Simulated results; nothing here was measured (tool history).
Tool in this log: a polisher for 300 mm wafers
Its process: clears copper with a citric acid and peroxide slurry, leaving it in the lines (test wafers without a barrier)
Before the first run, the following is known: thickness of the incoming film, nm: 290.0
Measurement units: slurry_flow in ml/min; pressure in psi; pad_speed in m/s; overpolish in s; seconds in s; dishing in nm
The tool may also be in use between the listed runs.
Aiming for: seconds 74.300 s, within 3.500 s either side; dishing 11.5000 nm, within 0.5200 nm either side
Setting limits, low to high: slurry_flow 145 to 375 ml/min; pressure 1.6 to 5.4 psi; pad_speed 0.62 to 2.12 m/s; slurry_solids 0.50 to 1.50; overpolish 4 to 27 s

run	hour	slurry_flow	pressure	pad_speed	slurry_solids	overpolish	seconds	dishing
1	0.0	240	3.5	1.36	1.00	14	77.208	30.7650
2	4.6	240	4.2	1.36	1.00	14	63.569	35.8310
3	12.3	240	3.7	1.44	1.00	12	69.990	30.5160
4	19.9	265	3.7	1.30	1.10	11	74.336	27.0510
5	25.9	285	3.7	1.22	1.15	10	75.338	24.5900
6	33.5	285	3.7	1.22	1.15	14	76.226	31.6510
7	36.6	285	2.7	1.60	1.15	8	83.764	18.4620
8	41.3	300	2.5	1.70	1.20	7	85.392	16.4620
9	48.7	315	2.4	1.78	1.25	6	83.654	14.9330
10	57.2	325	2.3	1.84	1.30	6	84.700	14.6410
11	62.4	335	2.3	1.90	1.35	6	78.775	15.0120
12	70.7	340	2.2	1.94	1.40	6	81.159	14.7650
13	72.2	345	2.1	1.98	1.40	6	85.122	14.3010
14	80.8	350	2.1	2.00	1.40	6	84.120	14.8180
15	81.4	315	2.1	2.00	1.40	6	84.081	14.5900

Pick the move, out of 4, that brings all results within their allowed miss; only one does.
A	82.0	300	1.9	2.12	1.40	4	?	?
B	82.0	275	2.6	2.12	1.35	4	?	?
C	82.0	255	2.5	2.02	1.30	4	?	?
D	82.0	330	1.9	1.84	1.40	10	?	?

move	seconds	dishing
A	87.889	9.5814
B	66.058	12.4840
C	72.574	11.4610
D	98.051	19.4530
A: the result that was furthest off in the last run now lies on the other side of its target
B: better than the last run, though not everything is in spec
C: meets every target
D: the biggest miss grows against the last run
So the answer is move C, the one that meets all the targets.
